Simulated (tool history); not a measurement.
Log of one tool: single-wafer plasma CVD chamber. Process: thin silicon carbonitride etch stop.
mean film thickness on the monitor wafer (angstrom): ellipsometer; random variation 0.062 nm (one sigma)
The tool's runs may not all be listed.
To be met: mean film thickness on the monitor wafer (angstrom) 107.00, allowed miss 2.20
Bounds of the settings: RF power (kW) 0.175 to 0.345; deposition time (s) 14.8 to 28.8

run  hour  RF power (kW)  deposition time (s)  mean film thickness on the monitor wafer (angstrom)
  1   0.0          0.260                 21.8                                               130.46
  2   4.8          0.260                 24.3                                               147.00
  3  12.0          0.240                 22.5                                               134.69
  4  16.6          0.275                 22.5                                               138.50
  5  22.0          0.255                 21.1                                               127.99
  6  26.5          0.255                 19.8                                               119.10
  7  32.2          0.245                 19.2                                               115.39
  8  34.2          0.235                 18.8                                               111.23
  9  37.9          0.230                 18.7                                               109.77

5 next moves are on the table. One of them brings every result within its allowed miss. Which?
  A  41.6          0.215                 19.4                                                    ?
  B  41.6          0.235                 19.4                                                    ?
  C  41.6          0.230                 19.7                                                    ?
  D  41.6          0.240                 18.0                                                    ?
  E  41.6          0.235                 19.0                                                    ?

move  mean film thickness on the monitor wafer (angstrom)
   A                                               111.45
   B                                               114.05
   C                                               115.17
   D                                               106.41
   E                                               111.70
A: further off than the last run
B: further off than the last run
C: further off than the last run
D: meets every target
E: further off than the last run
The right move is D.

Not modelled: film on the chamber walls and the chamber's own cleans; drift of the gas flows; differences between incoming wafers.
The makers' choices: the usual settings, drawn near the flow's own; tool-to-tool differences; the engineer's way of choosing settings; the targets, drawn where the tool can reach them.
